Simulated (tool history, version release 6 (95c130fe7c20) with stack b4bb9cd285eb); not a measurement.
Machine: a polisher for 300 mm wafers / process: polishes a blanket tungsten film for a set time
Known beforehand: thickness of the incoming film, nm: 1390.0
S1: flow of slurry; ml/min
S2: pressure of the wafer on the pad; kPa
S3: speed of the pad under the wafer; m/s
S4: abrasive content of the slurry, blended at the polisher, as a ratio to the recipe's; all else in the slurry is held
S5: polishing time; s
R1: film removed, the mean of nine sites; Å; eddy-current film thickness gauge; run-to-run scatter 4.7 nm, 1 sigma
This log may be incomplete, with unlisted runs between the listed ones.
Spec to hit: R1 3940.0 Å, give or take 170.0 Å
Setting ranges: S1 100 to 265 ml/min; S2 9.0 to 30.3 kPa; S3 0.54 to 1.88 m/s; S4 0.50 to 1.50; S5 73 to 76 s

Run 1, hour 0.0: S1 170 ml/min, S2 19.3 kPa, S3 1.20 m/s, S4 1.00, S5 73 s. Result: R1 2558.9 Å.
Run 2, hour 2.1: S1 170 ml/min, S2 22.1 kPa, S3 1.22 m/s, S4 1.00, S5 73 s. Result: R1 2826.5 Å.
Run 3, hour 4.4: S1 170 ml/min, S2 24.1 kPa, S3 1.22 m/s, S4 1.00, S5 73 s. Result: R1 3033.9 Å.
Run 4, hour 8.0: S1 170 ml/min, S2 26.2 kPa, S3 1.24 m/s, S4 1.00, S5 73 s. Result: R1 3339.9 Å.
Run 5, hour 15.9: S1 170 ml/min, S2 26.2 kPa, S3 1.10 m/s, S4 1.00, S5 73 s. Result: R1 2906.8 Å.
Run 6, hour 22.7: S1 170 ml/min, S2 26.2 kPa, S3 1.10 m/s, S4 1.00, S5 73 s. Result: R1 2932.2 Å.
Run 7, hour 27.9: S1 170 ml/min, S2 27.6 kPa, S3 1.16 m/s, S4 1.00, S5 73 s. Result: R1 3212.3 Å.
Run 8, hour 31.7: S1 170 ml/min, S2 28.3 kPa, S3 1.20 m/s, S4 1.00, S5 73 s. Result: R1 3427.1 Å.
Run 9, hour 32.3: S1 170 ml/min, S2 29.0 kPa, S3 1.22 m/s, S4 1.00, S5 73 s. Result: R1 3517.3 Å.
Run 10, hour 33.6: S1 170 ml/min, S2 29.6 kPa, S3 1.24 m/s, S4 1.00, S5 73 s. Result: R1 3644.8 Å.
Run 11, hour 35.5: S1 170 ml/min, S2 29.6 kPa, S3 1.26 m/s, S4 1.00, S5 73 s. Result: R1 3701.6 Å.

Exactly one of the 5 candidate moves below puts every result within its allowed miss. Which one?
Run A, hour 37.4: S1 170 ml/min, S2 29.6 kPa, S3 1.10 m/s, S4 1.20, S5 76 s. Result: R1 ?.
Run B, hour 37.4: S1 200 ml/min, S2 29.0 kPa, S3 1.24 m/s, S4 0.95, S5 73 s. Result: R1 ?.
Run C, hour 37.4: S1 195 ml/min, S2 29.6 kPa, S3 1.24 m/s, S4 1.05, S5 76 s. Result: R1 ?.
Run D, hour 37.4: S1 165 ml/min, S2 29.0 kPa, S3 1.26 m/s, S4 1.00, S5 74 s. Result: R1 ?.
Run E, hour 37.4: S1 165 ml/min, S2 29.0 kPa, S3 1.30 m/s, S4 0.80, S5 73 s. Result: R1 ?.

move      R1
   A  3473.8
   B  3560.9
   C  3848.6
   D  3621.0
   E  3503.2
A: lands further from the targets than the last run did
B: lands further from the targets than the last run did
C: meets every target
D: lands further from the targets than the last run did
E: lands further from the targets than the last run did
Correct choice: C, which meets every target
